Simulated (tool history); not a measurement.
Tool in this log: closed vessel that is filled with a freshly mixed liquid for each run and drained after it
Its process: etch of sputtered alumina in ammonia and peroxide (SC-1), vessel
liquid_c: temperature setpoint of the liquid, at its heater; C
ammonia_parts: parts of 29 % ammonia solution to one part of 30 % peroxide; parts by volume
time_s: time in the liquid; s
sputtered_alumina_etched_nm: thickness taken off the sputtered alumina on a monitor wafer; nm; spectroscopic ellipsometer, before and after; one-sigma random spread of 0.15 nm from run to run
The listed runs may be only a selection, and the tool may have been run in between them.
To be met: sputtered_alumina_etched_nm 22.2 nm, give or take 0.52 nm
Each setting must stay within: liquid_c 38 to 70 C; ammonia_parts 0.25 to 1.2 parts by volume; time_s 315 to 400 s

run	day	liquid_c	ammonia_parts	time_s	sputtered_alumina_etched_nm
1	0	54	0.95	400	18.26
2	0.325	54	0.95	315	14.329
3	0.571	56	0.95	315	15.899
4	0.9	58	0.95	315	17.694
5	1.258	59.5	0.95	315	18.951
6	1.396	60.5	0.95	315	20.109
7	1.438	61	0.95	315	20.533
8	1.654	61.5	0.95	315	21.188
9	1.983	62	0.95	315	21.704

4 next moves are on the table. One of them brings every result within its allowed miss. Which?
A	2.312	61	1	325	?
B	2.312	59.5	0.95	370	?
C	2.312	61.5	0.9	315	?
D	2.312	56	1.2	400	?

move	sputtered_alumina_etched_nm
A	21.185
B	22.227
C	20.854
D	20.472
A: lands further from the targets than the last run did
B: all results land within tolerance of their targets
C: lands further from the targets than the last run did
D: lands further from the targets than the last run did
The move that meets every target is B.
